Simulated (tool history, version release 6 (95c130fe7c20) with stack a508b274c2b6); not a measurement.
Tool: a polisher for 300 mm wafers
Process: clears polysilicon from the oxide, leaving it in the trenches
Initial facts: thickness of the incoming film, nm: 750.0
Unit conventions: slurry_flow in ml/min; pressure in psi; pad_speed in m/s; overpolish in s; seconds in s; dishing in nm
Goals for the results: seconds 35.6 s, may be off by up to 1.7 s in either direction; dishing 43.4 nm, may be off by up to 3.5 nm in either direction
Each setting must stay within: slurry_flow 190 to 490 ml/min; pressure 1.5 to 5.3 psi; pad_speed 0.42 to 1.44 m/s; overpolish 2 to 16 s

run  hour  slurry_flow  pressure  pad_speed  overpolish  seconds  dishing
  1     0          315       3.4       0.92           8   53.101   48.911
  2   5.2          315       3.8       0.92           6   46.982   43.685
  3  13.5          315       3.8       1.04           6   42.385   46.898
  4  14.2          315       3.8       1.04           7   42.368   50.354
  5  21.7          315         4       1.04           6   41.143   47.684
  6  25.7          315       3.3       1.04           6   49.992   45.983
  7  29.8          315       3.6       1.04           5   45.751    41.82
  8  34.4          315       4.5       1.06           6    35.76    47.22
  9  42.5          315       4.6       1.06           5   34.934   47.248
 10  49.9          315       4.5       1.06           2    35.48   31.263
 11  52.3          315       4.5       1.08           3    34.69    38.74

Consider the 4 candidate settings below. Which is the only one whose results all fall within their allowed miss of target?
  A  54.7          375       4.5       1.14           3        ?        ?
  B  54.7          365       4.9       0.98           4        ?        ?
  C  54.7          295       4.3       1.18           6        ?        ?
  D  54.7          335       4.4       1.08           2        ?        ?

move  seconds  dishing
   A   32.152   39.946
   B   34.353   43.926
   C   33.198   49.992
   D   34.967   30.348
A: the furthest-off result lands on target, but another misses its tolerance
B: every result within its allowed miss
C: carries the result that was furthest off beyond its target, to the other side
D: misses by more than the last run did
Correct choice: B, which meets every target
